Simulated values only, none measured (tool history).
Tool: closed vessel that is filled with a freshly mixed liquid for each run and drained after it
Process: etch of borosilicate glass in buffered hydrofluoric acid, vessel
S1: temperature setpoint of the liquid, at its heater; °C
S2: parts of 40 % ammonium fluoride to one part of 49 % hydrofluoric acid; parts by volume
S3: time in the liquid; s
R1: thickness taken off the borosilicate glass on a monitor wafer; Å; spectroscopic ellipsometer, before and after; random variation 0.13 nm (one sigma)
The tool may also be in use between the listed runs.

{"run": 1, "day": 0.0, "S1": 24.0, "S2": 16.0, "S3": 35, "R1": 302.66}
{"run": 2, "day": 0.112, "S1": 22.0, "S2": 17.5, "S3": 35, "R1": 247.57}
{"run": 3, "day": 0.167, "S1": 20.5, "S2": 18.5, "S3": 35, "R1": 215.94}
{"run": 4, "day": 0.392, "S1": 17.5, "S2": 18.5, "S3": 35, "R1": 183.29}
{"run": 5, "day": 0.667, "S1": 17.5, "S2": 19.0, "S3": 35, "R1": 179.06}
{"run": 6, "day": 0.983, "S1": 17.5, "S2": 16.0, "S3": 35, "R1": 209.23}
{"run": 7, "day": 1.208, "S1": 17.5, "S2": 17.5, "S3": 35, "R1": 192.63}
{"run": 8, "day": 1.421, "S1": 17.5, "S2": 18.5, "S3": 35, "R1": 181.97}
{"run": 9, "day": 1.517, "S1": 17.5, "S2": 19.0, "S3": 35, "R1": 175.09}
{"run": 10, "day": 1.646, "S1": 17.5, "S2": 19.5, "S3": 35, "R1": 172.79}

Run 11 comes next. What will it give?
{"run": 11, "day": 1.979, "S1": 17.5, "S2": 20.0, "S3": 35, "R1": "?"}

{"run 11": {"R1": 166.45}}
